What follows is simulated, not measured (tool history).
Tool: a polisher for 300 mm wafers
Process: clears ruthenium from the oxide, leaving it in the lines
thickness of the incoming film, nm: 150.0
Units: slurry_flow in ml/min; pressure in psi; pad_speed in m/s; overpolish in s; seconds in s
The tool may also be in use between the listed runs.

run  hour  slurry_flow  pressure  pad_speed  overpolish  seconds
  1     0          260       2.1       0.94          19   138.71
  2   2.5          260       2.1       0.94          20   140.49
  3     7          290       2.1       0.94          20   137.35
  4   9.5          235       2.1       0.94          20   141.16
  5  11.4          235       2.1       0.94          20   140.22
  6  15.1          235         2       0.92          20   148.03
  7  16.6          235       1.9        0.9          20   156.37
  8  24.6          235       1.8       0.88          20   166.57

Forecast run 9:
  9  25.2          235       1.7       0.86          20        ?

Run 9 gave seconds 179.53 s.

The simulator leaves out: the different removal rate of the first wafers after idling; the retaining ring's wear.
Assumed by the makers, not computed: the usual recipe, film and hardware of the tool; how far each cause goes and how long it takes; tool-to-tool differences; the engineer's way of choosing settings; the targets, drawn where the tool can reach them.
